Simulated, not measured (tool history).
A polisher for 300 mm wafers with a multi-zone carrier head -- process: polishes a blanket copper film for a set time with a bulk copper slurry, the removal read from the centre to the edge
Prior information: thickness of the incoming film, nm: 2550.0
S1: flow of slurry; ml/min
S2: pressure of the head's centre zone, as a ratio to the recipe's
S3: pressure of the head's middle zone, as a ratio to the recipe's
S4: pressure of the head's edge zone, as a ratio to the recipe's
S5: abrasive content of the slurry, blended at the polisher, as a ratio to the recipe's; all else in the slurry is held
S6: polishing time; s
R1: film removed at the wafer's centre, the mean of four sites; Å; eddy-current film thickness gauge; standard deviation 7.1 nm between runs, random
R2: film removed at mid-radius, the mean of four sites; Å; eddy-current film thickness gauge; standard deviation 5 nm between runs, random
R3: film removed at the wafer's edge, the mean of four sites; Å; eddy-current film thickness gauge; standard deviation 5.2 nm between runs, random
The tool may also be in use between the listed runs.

{"run": 1, "hour": 0.0, "S1": 315, "S2": 1.0, "S3": 1.0, "S4": 1.0, "S5": 1.0, "S6": 50, "R1": 6726.1, "R2": 7024.3, "R3": 6688.8}
{"run": 2, "hour": 2.5, "S1": 315, "S2": 1.0, "S3": 1.0, "S4": 1.0, "S5": 1.0, "S6": 44, "R1": 5990.8, "R2": 6174.2, "R3": 5921.6}
{"run": 3, "hour": 6.9, "S1": 315, "S2": 1.0, "S3": 1.0, "S4": 1.0, "S5": 0.8, "S6": 44, "R1": 5685.8, "R2": 6055.7, "R3": 5722.7}
{"run": 4, "hour": 12.5, "S1": 280, "S2": 1.0, "S3": 1.0, "S4": 1.0, "S5": 0.8, "S6": 44, "R1": 5701.7, "R2": 5928.0, "R3": 5650.0}
{"run": 5, "hour": 19.6, "S1": 295, "S2": 1.03, "S3": 1.03, "S4": 1.04, "S5": 0.95, "S6": 44, "R1": 6024.8, "R2": 6220.8, "R3": 5869.5}
{"run": 6, "hour": 20.9, "S1": 315, "S2": 1.05, "S3": 1.04, "S4": 1.06, "S5": 1.1, "S6": 45, "R1": 6379.6, "R2": 6676.9, "R3": 6242.8}
{"run": 7, "hour": 22.5, "S1": 325, "S2": 1.08, "S3": 1.04, "S4": 1.07, "S5": 1.2, "S6": 46, "R1": 6890.4, "R2": 6853.6, "R3": 6530.1}
{"run": 8, "hour": 25.5, "S1": 340, "S2": 1.1, "S3": 1.05, "S4": 1.09, "S5": 1.25, "S6": 46, "R1": 7015.4, "R2": 7066.3, "R3": 6656.5}
{"run": 9, "hour": 26.3, "S1": 350, "S2": 1.12, "S3": 1.05, "S4": 1.1, "S5": 1.3, "S6": 46, "R1": 7160.7, "R2": 7132.8, "R3": 6640.4}
{"run": 10, "hour": 29.2, "S1": 345, "S2": 1.17, "S3": 1.04, "S4": 1.17, "S5": 1.5, "S6": 49, "R1": 8174.4, "R2": 7631.4, "R3": 7540.6}

What will run 11 give?
{"run": 11, "hour": 35.8, "S1": 345, "S2": 1.17, "S3": 1.04, "S4": 1.16, "S5": 1.5, "S6": 49, "R1": "?", "R2": "?", "R3": "?"}

Run 11 measured R1 8304.9 Å, R2 7683.1 Å, R3 7497.6 Å.
